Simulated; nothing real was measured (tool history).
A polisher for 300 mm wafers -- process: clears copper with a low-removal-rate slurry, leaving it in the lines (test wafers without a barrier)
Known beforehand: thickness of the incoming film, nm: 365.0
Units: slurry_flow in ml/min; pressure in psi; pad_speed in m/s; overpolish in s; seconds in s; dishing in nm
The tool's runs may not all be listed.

run,hour,slurry_flow,pressure,pad_speed,slurry_solids,overpolish,seconds,dishing
1,0.0,315,3.6,1.02,1.0,18,92.789,48.167
2,7.5,315,3.6,1.02,1.0,11,94.250,31.734
3,10.3,315,2.9,1.02,1.0,11,117.360,25.385
4,16.0,315,2.6,0.98,1.0,13,132.510,26.655
5,17.6,315,2.4,0.96,1.0,14,145.130,26.430
6,22.4,365,2.4,0.96,1.0,14,144.630,26.017

Run 7 is up next; what results do you expect?
7,24.0,365,2.2,0.94,1.0,15,?,?

For run 7 the tool returned seconds 157.730 s, dishing 26.457 nm.
